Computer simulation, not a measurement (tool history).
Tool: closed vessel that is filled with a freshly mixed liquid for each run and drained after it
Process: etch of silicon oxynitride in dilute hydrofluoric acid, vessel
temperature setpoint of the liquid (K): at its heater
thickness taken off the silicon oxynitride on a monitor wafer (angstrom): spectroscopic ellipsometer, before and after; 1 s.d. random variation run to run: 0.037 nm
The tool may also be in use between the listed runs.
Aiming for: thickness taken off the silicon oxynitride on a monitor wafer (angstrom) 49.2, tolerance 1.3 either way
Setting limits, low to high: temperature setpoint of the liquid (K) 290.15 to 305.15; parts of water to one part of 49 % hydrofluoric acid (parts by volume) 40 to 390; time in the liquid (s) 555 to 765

| run | hour | temperature setpoint of the liquid (K) | parts of water to one part of 49 % hydrofluoric acid (parts by volume) | time in the liquid (s) | thickness taken off the silicon oxynitride on a monitor wafer (angstrom) |
|---|---|---|---|---|---|
| 1 | 0 | 297.15 | 215 | 765 | 75.221 |
| 2 | 3.1 | 299.15 | 215 | 765 | 81.563 |
| 3 | 11.4 | 299.15 | 215 | 765 | 81.173 |
| 4 | 13.5 | 299.15 | 215 | 555 | 59.297 |
| 5 | 21.8 | 298.15 | 220 | 555 | 56.059 |
| 6 | 27.5 | 299.65 | 220 | 555 | 58.44 |
| 7 | 29.1 | 299.15 | 225 | 555 | 55.817 |
| 8 | 38.4 | 298.15 | 225 | 555 | 53.094 |
| 9 | 41.5 | 297.65 | 225 | 555 | 52.821 |
| 10 | 43.2 | 297.15 | 225 | 555 | 51.121 |
| 11 | 44.7 | 297.15 | 225 | 555 | 51.997 |

Below are 5 possible settings for the next run. Only one of them brings all results inside the allowed miss of their targets. Which is it?
| A | 46.2 | 293.15 | 235 | 725 | ? |
| B | 46.2 | 293.65 | 205 | 600 | ? |
| C | 46.2 | 298.15 | 280 | 705 | ? |
| D | 46.2 | 294.65 | 205 | 580 | ? |
| E | 46.2 | 296.65 | 245 | 600 | ? |

| move | thickness taken off the silicon oxynitride on a monitor wafer (angstrom) |
|---|---|
| A | 53.594 |
| B | 53.047 |
| C | 52.871 |
| D | 53.686 |
| E | 49.422 |
A: further off than the last run
B: further off than the last run
C: further off than the last run
D: further off than the last run
E: in spec on every target
E meets every target.

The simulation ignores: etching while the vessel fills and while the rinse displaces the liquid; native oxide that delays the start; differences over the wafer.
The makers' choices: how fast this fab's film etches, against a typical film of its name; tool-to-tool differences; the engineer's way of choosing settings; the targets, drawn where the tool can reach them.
